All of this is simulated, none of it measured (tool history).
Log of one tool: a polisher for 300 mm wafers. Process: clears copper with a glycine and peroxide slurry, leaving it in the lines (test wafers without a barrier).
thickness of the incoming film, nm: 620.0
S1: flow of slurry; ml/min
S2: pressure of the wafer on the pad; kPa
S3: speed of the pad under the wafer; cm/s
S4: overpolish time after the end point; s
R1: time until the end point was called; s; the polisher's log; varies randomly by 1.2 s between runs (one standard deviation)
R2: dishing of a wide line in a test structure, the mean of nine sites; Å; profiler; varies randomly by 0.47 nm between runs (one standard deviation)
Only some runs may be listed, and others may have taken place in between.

{"run": 1, "day": 0.0, "S1": 160, "S2": 14.5, "S3": 96, "S4": 18, "R1": 168.93, "R2": 377.03}
{"run": 2, "day": 0.212, "S1": 160, "S2": 15.9, "S3": 96, "S4": 18, "R1": 154.38, "R2": 395.05}
{"run": 3, "day": 0.271, "S1": 165, "S2": 17.2, "S3": 98, "S4": 16, "R1": 145.77, "R2": 379.17}
{"run": 4, "day": 0.554, "S1": 165, "S2": 17.2, "S3": 98, "S4": 11, "R1": 142.82, "R2": 306.05}
{"run": 5, "day": 0.825, "S1": 165, "S2": 14.5, "S3": 98, "S4": 11, "R1": 162.19, "R2": 276.21}
{"run": 6, "day": 1.008, "S1": 165, "S2": 16.5, "S3": 102, "S4": 11, "R1": 142.79, "R2": 296.46}
{"run": 7, "day": 1.333, "S1": 165, "S2": 17.9, "S3": 104, "S4": 11, "R1": 132.34, "R2": 313.77}
{"run": 8, "day": 1.571, "S1": 165, "S2": 18.6, "S3": 106, "S4": 11, "R1": 123.78, "R2": 327.08}
{"run": 9, "day": 1.846, "S1": 165, "S2": 19.3, "S3": 108, "S4": 11, "R1": 118.74, "R2": 332.41}
{"run": 10, "day": 2.112, "S1": 165, "S2": 20.0, "S3": 110, "S4": 11, "R1": 116.97, "R2": 338.87}
{"run": 11, "day": 2.4, "S1": 170, "S2": 20.7, "S3": 112, "S4": 11, "R1": 112.26, "R2": 353.8}
{"run": 12, "day": 2.567, "S1": 170, "S2": 20.7, "S3": 114, "S4": 11, "R1": 108.06, "R2": 353.81}

Run 13 is up next; what results do you expect?
{"run": 13, "day": 2.646, "S1": 170, "S2": 21.4, "S3": 116, "S4": 12, "R1": "?", "R2": "?"}

R1: 103.11 s
R2: 395.94 Å

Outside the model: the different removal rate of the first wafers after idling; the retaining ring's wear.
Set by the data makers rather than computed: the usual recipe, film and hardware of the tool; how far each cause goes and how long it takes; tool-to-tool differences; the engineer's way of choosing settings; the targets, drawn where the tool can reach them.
